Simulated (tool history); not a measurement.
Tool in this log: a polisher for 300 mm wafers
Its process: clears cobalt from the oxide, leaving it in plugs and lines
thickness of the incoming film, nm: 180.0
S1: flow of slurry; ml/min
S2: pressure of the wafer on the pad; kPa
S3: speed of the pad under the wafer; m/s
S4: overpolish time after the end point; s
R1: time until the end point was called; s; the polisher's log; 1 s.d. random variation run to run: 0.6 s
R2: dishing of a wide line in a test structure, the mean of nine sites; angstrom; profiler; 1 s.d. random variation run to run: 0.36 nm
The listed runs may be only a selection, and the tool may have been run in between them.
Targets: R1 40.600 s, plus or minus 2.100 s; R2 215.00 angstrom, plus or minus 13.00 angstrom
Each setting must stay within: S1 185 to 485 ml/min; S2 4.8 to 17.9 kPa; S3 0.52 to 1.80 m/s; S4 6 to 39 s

run	hour	S1	S2	S3	S4	R1	R2
1	0.0	310	11.0	1.16	20	38.492	427.88
2	5.1	305	10.3	1.16	16	41.141	383.73
3	5.7	275	9.0	1.30	13	40.314	345.80
4	12.6	250	7.6	1.40	11	43.628	299.96
5	19.7	230	6.9	1.50	10	44.342	284.16
6	27.5	230	6.9	1.70	10	39.413	311.60
7	32.6	220	6.2	1.72	9	41.933	278.20
8	37.6	220	6.2	1.72	9	41.159	282.11
9	39.7	205	5.5	1.72	6	44.881	199.45
10	43.8	205	5.5	1.72	6	46.111	197.91
11	47.5	200	5.5	1.72	6	44.616	198.84

Exercise: of the 4 proposed moves below, exactly one satisfies all targets within the stated allowed misses. Which move is it?
A	51.2	190	8.3	1.30	8	?	?
B	51.2	195	6.2	1.80	7	?	?
C	51.2	185	6.9	1.72	6	?	?
D	51.2	185	6.2	1.62	9	?	?

move	R1	R2
A	46.643	243.69
B	41.132	242.21
C	40.511	219.27
D	45.963	266.55
A: lands further from the targets than the last run did
B: brings the last run's worst result on target, with another outside its allowed miss
C: every result within its allowed miss
D: lands further from the targets than the last run did
The move that meets every target is C.
